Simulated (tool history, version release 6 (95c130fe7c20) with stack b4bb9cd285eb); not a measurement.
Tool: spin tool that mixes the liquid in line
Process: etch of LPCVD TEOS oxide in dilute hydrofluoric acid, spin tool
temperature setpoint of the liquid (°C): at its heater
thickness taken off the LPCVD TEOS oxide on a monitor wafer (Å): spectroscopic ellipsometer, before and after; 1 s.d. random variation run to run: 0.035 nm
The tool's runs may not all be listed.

run	hour	temperature setpoint of the liquid (°C)	parts of water to one part of 49 % hydrofluoric acid (parts by volume)	time under the liquid (s)	thickness taken off the LPCVD TEOS oxide on a monitor wafer (Å)
1	0.0	23.0	105	15	55.981
2	5.3	22.5	105	15	54.858
3	6.5	22.0	105	15	53.612
4	14.4	22.0	90	15	64.263
5	22.2	21.5	90	15	62.777
6	24.7	21.0	90	15	61.954
7	30.9	20.5	90	15	60.913

What does the tool deliver on the next run?
8	32.2	20.0	90	15	?

Run 8 came out at thickness taken off the LPCVD TEOS oxide on a monitor wafer (Å) 58.764.
